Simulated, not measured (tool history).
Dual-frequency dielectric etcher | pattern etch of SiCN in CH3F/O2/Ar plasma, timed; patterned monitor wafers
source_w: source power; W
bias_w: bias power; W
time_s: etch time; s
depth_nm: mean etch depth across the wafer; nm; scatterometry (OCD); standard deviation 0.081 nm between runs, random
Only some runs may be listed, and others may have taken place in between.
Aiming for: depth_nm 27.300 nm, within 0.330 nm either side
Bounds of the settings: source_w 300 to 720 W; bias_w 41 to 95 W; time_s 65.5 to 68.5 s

run 1 day=0.000 | source_w=510 bias_w=68 time_s=65.5 | depth_nm=25.747
run 2 day=0.029 | source_w=510 bias_w=68 time_s=68.5 | depth_nm=26.840
run 3 day=0.221 | source_w=510 bias_w=68 time_s=65.5 | depth_nm=25.622
run 4 day=0.279 | source_w=430 bias_w=68 time_s=65.5 | depth_nm=23.589
run 5 day=0.571 | source_w=480 bias_w=68 time_s=65.5 | depth_nm=24.851
run 6 day=0.617 | source_w=480 bias_w=62 time_s=65.5 | depth_nm=24.014
run 7 day=0.892 | source_w=520 bias_w=62 time_s=65.5 | depth_nm=25.015
run 8 day=1.183 | source_w=550 bias_w=62 time_s=65.5 | depth_nm=25.815
run 9 day=1.267 | source_w=550 bias_w=62 time_s=65.5 | depth_nm=25.792
run 10 day=1.567 | source_w=570 bias_w=62 time_s=65.5 | depth_nm=26.291
run 11 day=1.862 | source_w=580 bias_w=62 time_s=65.5 | depth_nm=26.592
run 12 day=2.008 | source_w=590 bias_w=62 time_s=65.5 | depth_nm=26.769

Which one of the following 5 next-run settings gets every result inside its allowed miss? There is exactly one.
run A day=2.154 | source_w=570 bias_w=69 time_s=65.5 | depth_nm=?
run B day=2.154 | source_w=580 bias_w=72 time_s=65.5 | depth_nm=?
run C day=2.154 | source_w=560 bias_w=65 time_s=66.0 | depth_nm=?
run D day=2.154 | source_w=670 bias_w=56 time_s=67.0 | depth_nm=?
run E day=2.154 | source_w=520 bias_w=83 time_s=66.0 | depth_nm=?

move=A depth_nm=27.307
move=B depth_nm=27.994
move=C depth_nm=26.661
move=D depth_nm=27.964
move=E depth_nm=28.248
A: every result lands within tolerance
B: takes the result that was furthest off past its target
C: misses by more than the last run did
D: takes the result that was furthest off past its target
E: takes the result that was furthest off past its target
The right move is A.
